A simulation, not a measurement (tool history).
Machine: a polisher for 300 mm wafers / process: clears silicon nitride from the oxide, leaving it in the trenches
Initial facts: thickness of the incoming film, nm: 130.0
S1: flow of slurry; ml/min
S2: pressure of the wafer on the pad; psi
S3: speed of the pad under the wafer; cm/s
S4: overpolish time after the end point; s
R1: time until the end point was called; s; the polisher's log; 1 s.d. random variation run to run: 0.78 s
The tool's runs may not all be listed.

| run | hour | S1 | S2 | S3 | S4 | R1 |
|---|---|---|---|---|---|---|
| 1 | 0 | 140 | 3.5 | 128 | 17 | 106.93 |
| 2 | 1.4 | 125 | 3.5 | 128 | 17 | 104.81 |
| 3 | 10 | 125 | 3.1 | 128 | 17 | 116.87 |
| 4 | 12.2 | 125 | 3.8 | 128 | 17 | 97.98 |
| 5 | 20 | 150 | 3.8 | 128 | 17 | 97.427 |
| 6 | 28.7 | 150 | 3 | 128 | 17 | 119.84 |
| 7 | 34.3 | 150 | 3.6 | 130 | 17 | 99.488 |

Predict the results of run 8:
| 8 | 34.9 | 150 | 4 | 130 | 17 | ? |

Run 8 gave R1 91.404 s.
